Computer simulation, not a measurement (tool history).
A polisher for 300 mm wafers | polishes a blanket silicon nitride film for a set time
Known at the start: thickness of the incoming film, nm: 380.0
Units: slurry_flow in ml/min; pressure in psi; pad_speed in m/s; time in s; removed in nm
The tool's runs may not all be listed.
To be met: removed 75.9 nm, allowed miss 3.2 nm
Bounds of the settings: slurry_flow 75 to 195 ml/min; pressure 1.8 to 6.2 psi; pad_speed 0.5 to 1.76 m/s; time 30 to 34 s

{"run": 1, "hour": 0.0, "slurry_flow": 125, "pressure": 4, "pad_speed": 1.12, "time": 34, "removed": 60.236}
{"run": 2, "hour": 3.5, "slurry_flow": 130, "pressure": 4.3, "pad_speed": 1.12, "time": 34, "removed": 63.595}
{"run": 3, "hour": 10.3, "slurry_flow": 130, "pressure": 4.3, "pad_speed": 0.88, "time": 34, "removed": 53.944}
{"run": 4, "hour": 12.1, "slurry_flow": 130, "pressure": 4.3, "pad_speed": 0.88, "time": 34, "removed": 52.965}
{"run": 5, "hour": 18.6, "slurry_flow": 130, "pressure": 4.8, "pad_speed": 0.9, "time": 34, "removed": 60.025}
{"run": 6, "hour": 19.6, "slurry_flow": 135, "pressure": 5.1, "pad_speed": 0.9, "time": 34, "removed": 62.601}
{"run": 7, "hour": 26.2, "slurry_flow": 135, "pressure": 5.4, "pad_speed": 0.92, "time": 34, "removed": 67.424}
{"run": 8, "hour": 32.9, "slurry_flow": 135, "pressure": 5.6, "pad_speed": 0.92, "time": 34, "removed": 69.627}

4 next moves are on the table. One of them brings every result within its allowed miss. Which?
{"run": "A", "hour": 39.6, "slurry_flow": 155, "pressure": 5.2, "pad_speed": 1.06, "time": 31, "removed": "?"}
{"run": "B", "hour": 39.6, "slurry_flow": 115, "pressure": 6.1, "pad_speed": 0.88, "time": 34, "removed": "?"}
{"run": "C", "hour": 39.6, "slurry_flow": 165, "pressure": 6.1, "pad_speed": 0.86, "time": 32, "removed": "?"}
{"run": "D", "hour": 39.6, "slurry_flow": 150, "pressure": 5.9, "pad_speed": 1.02, "time": 33, "removed": "?"}

move=A removed=67.436
move=B removed=68.985
move=C removed=67.984
move=D removed=76.95
A: further off than the last run
B: further off than the last run
C: further off than the last run
D: meets every target
The right move is D.
